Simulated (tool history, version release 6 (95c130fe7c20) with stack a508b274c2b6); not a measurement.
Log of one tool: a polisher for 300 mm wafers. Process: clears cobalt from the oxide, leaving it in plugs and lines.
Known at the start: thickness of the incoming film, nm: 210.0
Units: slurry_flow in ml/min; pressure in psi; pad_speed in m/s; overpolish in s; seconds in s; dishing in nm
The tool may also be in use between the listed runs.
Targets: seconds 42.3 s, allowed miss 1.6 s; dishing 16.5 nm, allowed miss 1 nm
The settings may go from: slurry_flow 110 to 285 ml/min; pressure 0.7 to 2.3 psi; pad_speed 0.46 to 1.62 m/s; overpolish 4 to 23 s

run  hour  slurry_flow  pressure  pad_speed  overpolish  seconds  dishing
  1     0          180       1.5       1.04          12    66.12    16.91
  2   6.3          180       1.5       1.04          17   67.067   18.153
  3  13.4          180       1.9       1.04          17   52.431   19.386
  4  19.2          180       1.8       1.04          17   55.096   18.531
  5  22.4          180       1.8       1.04          14   55.043   17.777
  6  31.3          180       1.8       1.04          19   55.333   19.186
  7  39.3          185       1.9       1.04          14    51.93   18.829
  8  43.9          135       2.1       1.22           8   44.224   15.826
  9  49.9          140       2.1       1.22           8   43.995   16.041
 10  58.2          145       2.1       1.22           8   43.791   16.696
 11  63.7          145       2.1       1.22           7   43.771   15.604
 12  71.4          150       2.1       1.22           7   43.922   15.667
 13  74.5          155       2.1       1.22           7   43.966    15.75

Which of these 5 next moves meets every target?
  A  77.6          125       1.8       1.46           9        ?        ?
  B  77.6          150       1.9       1.26           9        ?        ?
  C  77.6          160       2.1       1.12          11        ?        ?
  D  77.6          170       2.2       1.18           8        ?        ?
  E  77.6          160       1.9       1.22          13        ?        ?

move  seconds  dishing
   A    46.01   16.771
   B    47.14   16.636
   C   46.069   17.842
   D   41.996    16.61
   E   47.757   18.423
A: further off than the last run
B: further off than the last run
C: further off than the last run
D: meets every target
E: further off than the last run
Answer: D
